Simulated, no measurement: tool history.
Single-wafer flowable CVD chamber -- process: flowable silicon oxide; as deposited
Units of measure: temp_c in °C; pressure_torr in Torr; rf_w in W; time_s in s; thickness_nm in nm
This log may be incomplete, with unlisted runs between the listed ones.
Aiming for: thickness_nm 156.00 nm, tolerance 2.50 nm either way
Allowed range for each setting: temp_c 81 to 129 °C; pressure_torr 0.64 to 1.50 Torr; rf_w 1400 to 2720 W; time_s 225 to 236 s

{"run": 1, "day": 0.0, "temp_c": 105, "pressure_torr": 1.07, "rf_w": 2060, "time_s": 236, "thickness_nm": 172.73}
{"run": 2, "day": 0.308, "temp_c": 105, "pressure_torr": 1.07, "rf_w": 2060, "time_s": 236, "thickness_nm": 172.54}
{"run": 3, "day": 0.383, "temp_c": 105, "pressure_torr": 1.21, "rf_w": 2060, "time_s": 236, "thickness_nm": 194.09}
{"run": 4, "day": 0.75, "temp_c": 105, "pressure_torr": 1.36, "rf_w": 2060, "time_s": 236, "thickness_nm": 216.38}
{"run": 5, "day": 1.079, "temp_c": 108, "pressure_torr": 1.36, "rf_w": 2060, "time_s": 236, "thickness_nm": 195.39}
{"run": 6, "day": 1.183, "temp_c": 110, "pressure_torr": 1.36, "rf_w": 2060, "time_s": 236, "thickness_nm": 182.25}
{"run": 7, "day": 1.504, "temp_c": 111, "pressure_torr": 1.36, "rf_w": 2060, "time_s": 236, "thickness_nm": 176.5}
{"run": 8, "day": 1.833, "temp_c": 112, "pressure_torr": 1.36, "rf_w": 2060, "time_s": 236, "thickness_nm": 170.78}
{"run": 9, "day": 2.017, "temp_c": 113, "pressure_torr": 1.36, "rf_w": 2060, "time_s": 236, "thickness_nm": 165.36}

Pick the move, out of 5, that brings all results within their allowed miss; only one does.
{"run": "A", "day": 2.2, "temp_c": 113, "pressure_torr": 1.38, "rf_w": 2055, "time_s": 228, "thickness_nm": "?"}
{"run": "B", "day": 2.2, "temp_c": 111, "pressure_torr": 1.23, "rf_w": 2060, "time_s": 228, "thickness_nm": "?"}
{"run": "C", "day": 2.2, "temp_c": 105, "pressure_torr": 1.11, "rf_w": 2570, "time_s": 225, "thickness_nm": "?"}
{"run": "D", "day": 2.2, "temp_c": 113, "pressure_torr": 1.43, "rf_w": 1860, "time_s": 236, "thickness_nm": "?"}
{"run": "E", "day": 2.2, "temp_c": 104, "pressure_torr": 1.12, "rf_w": 1600, "time_s": 225, "thickness_nm": "?"}

move=A thickness_nm=161.33
move=B thickness_nm=154.83
move=C thickness_nm=175.75
move=D thickness_nm=168.61
move=E thickness_nm=166.78
A: closer than the last run, but not yet in spec
B: hits every target within its allowed miss
C: the biggest miss grows against the last run
D: the biggest miss grows against the last run
E: the biggest miss grows against the last run
So the answer is move B, the one that meets all the targets.

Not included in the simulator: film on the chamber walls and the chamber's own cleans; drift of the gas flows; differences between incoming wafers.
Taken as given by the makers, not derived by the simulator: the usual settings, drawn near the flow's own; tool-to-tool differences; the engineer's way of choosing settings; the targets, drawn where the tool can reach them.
